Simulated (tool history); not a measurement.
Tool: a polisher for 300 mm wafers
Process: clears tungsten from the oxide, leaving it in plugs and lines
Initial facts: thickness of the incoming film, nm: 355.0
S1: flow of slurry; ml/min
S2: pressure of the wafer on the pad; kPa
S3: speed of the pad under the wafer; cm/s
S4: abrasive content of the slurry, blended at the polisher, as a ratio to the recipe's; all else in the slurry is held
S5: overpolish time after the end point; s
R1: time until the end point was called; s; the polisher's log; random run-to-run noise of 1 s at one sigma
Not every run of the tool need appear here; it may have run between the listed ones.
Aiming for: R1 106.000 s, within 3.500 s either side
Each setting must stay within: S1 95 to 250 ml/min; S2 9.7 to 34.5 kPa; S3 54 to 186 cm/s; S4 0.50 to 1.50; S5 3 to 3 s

run 1 day=0.000 | S1=160 S2=22.1 S3=118 S4=1.00 S5=3 | R1=64.935
run 2 day=0.208 | S1=160 S2=20.0 S3=118 S4=1.00 S5=3 | R1=72.792
run 3 day=0.529 | S1=160 S2=18.6 S3=118 S4=1.00 S5=3 | R1=78.072
run 4 day=0.683 | S1=160 S2=22.1 S3=118 S4=1.00 S5=3 | R1=65.551
run 5 day=1.008 | S1=160 S2=22.1 S3=142 S4=1.00 S5=3 | R1=55.076
run 6 day=1.117 | S1=160 S2=22.1 S3=164 S4=1.00 S5=3 | R1=46.983
run 7 day=1.383 | S1=140 S2=15.9 S3=130 S4=0.95 S5=3 | R1=85.935
run 8 day=1.538 | S1=135 S2=15.2 S3=130 S4=0.95 S5=3 | R1=89.101
run 9 day=1.579 | S1=130 S2=14.5 S3=130 S4=0.95 S5=3 | R1=93.043
run 10 day=1.679 | S1=130 S2=14.5 S3=130 S4=0.95 S5=3 | R1=94.140
run 11 day=1.725 | S1=130 S2=14.5 S3=130 S4=0.95 S5=3 | R1=92.327
run 12 day=2.004 | S1=130 S2=13.8 S3=130 S4=0.95 S5=3 | R1=97.538

Consider the 4 candidate settings below. Which is the only one whose results all fall within their allowed miss of target?
run A day=2.283 | S1=120 S2=15.2 S3=128 S4=0.90 S5=3 | R1=?
run B day=2.283 | S1=95 S2=15.2 S3=120 S4=1.15 S5=3 | R1=?
run C day=2.283 | S1=130 S2=14.5 S3=124 S4=1.00 S5=3 | R1=?
run D day=2.283 | S1=150 S2=12.4 S3=128 S4=0.95 S5=3 | R1=?

move=A R1=92.530
move=B R1=95.565
move=C R1=95.665
move=D R1=106.750
A: its largest miss is bigger than the last run's
B: its largest miss is bigger than the last run's
C: its largest miss is bigger than the last run's
D: all results land within tolerance of their targets
D is the move that brings every result within its allowed miss.
